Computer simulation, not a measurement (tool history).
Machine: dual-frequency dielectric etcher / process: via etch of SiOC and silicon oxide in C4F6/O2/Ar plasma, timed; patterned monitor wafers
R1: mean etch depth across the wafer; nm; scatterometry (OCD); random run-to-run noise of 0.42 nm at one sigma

Run 1, hour 0.0: source power (kW) 0.380, bias power (kW) 0.234, etch time (s) 89. Result: R1 115.91 nm.
Run 2, hour 0.8: source power (kW) 0.380, bias power (kW) 0.254, etch time (s) 89. Result: R1 119.95 nm.
Run 3, hour 5.3: source power (kW) 0.380, bias power (kW) 0.277, etch time (s) 89. Result: R1 125.05 nm.
Run 4, hour 13.6: source power (kW) 0.380, bias power (kW) 0.306, etch time (s) 89. Result: R1 130.96 nm.
Run 5, hour 20.6: source power (kW) 0.380, bias power (kW) 0.327, etch time (s) 89. Result: R1 133.61 nm.
Run 6, hour 29.2: source power (kW) 0.380, bias power (kW) 0.290, etch time (s) 89. Result: R1 128.05 nm.

Run 7 is up next; what results do you expect?
Run 7, hour 34.0: source power (kW) 0.460, bias power (kW) 0.303, etch time (s) 89. Result: R1 ?.

{"run 7": {"R1": 145.09}}
